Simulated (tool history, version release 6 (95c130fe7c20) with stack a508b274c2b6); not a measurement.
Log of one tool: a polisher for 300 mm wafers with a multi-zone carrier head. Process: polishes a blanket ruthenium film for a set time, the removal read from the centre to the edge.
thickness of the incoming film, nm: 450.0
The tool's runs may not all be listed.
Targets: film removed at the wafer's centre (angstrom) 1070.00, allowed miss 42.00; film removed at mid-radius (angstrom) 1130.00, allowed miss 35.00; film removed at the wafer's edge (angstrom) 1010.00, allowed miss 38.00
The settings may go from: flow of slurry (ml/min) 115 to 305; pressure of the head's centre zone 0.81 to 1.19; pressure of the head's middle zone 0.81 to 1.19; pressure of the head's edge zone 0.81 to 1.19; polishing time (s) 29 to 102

run	hour	flow of slurry (ml/min)	pressure of the head's centre zone	pressure of the head's middle zone	pressure of the head's edge zone	polishing time (s)	film removed at the wafer's centre (angstrom)	film removed at mid-radius (angstrom)	film removed at the wafer's edge (angstrom)
1	0.0	195	1.00	1.00	1.00	65	932.98	913.66	908.16
2	1.5	175	1.00	1.00	1.00	65	907.55	904.21	892.40
3	7.3	200	1.00	1.00	1.00	65	914.19	907.46	893.51
4	11.5	200	1.00	1.00	0.95	65	926.05	919.04	885.95
5	15.6	200	1.00	1.00	1.02	65	936.71	924.52	895.12
6	19.7	200	1.00	1.01	1.02	66	951.08	931.91	922.51
7	26.7	255	1.04	1.11	1.02	69	1062.40	1082.90	997.13
8	34.7	255	1.04	1.12	1.02	69	1059.90	1087.70	973.10

Which of these 4 next moves meets every target?
A	42.7	255	1.09	1.06	1.04	69	?	?	?
B	42.7	300	1.11	1.15	1.10	63	?	?	?
C	42.7	195	1.10	1.13	1.06	69	?	?	?
D	42.7	250	1.02	1.14	1.01	71	?	?	?

move	film removed at the wafer's centre (angstrom)	film removed at mid-radius (angstrom)	film removed at the wafer's edge (angstrom)
A	1078.90	1045.90	991.83
B	1021.10	1034.10	936.83
C	1045.40	1059.60	971.98
D	1044.90	1135.70	1006.60
A: further off than the last run
B: further off than the last run
C: further off than the last run
D: meets every target
The right move is D.
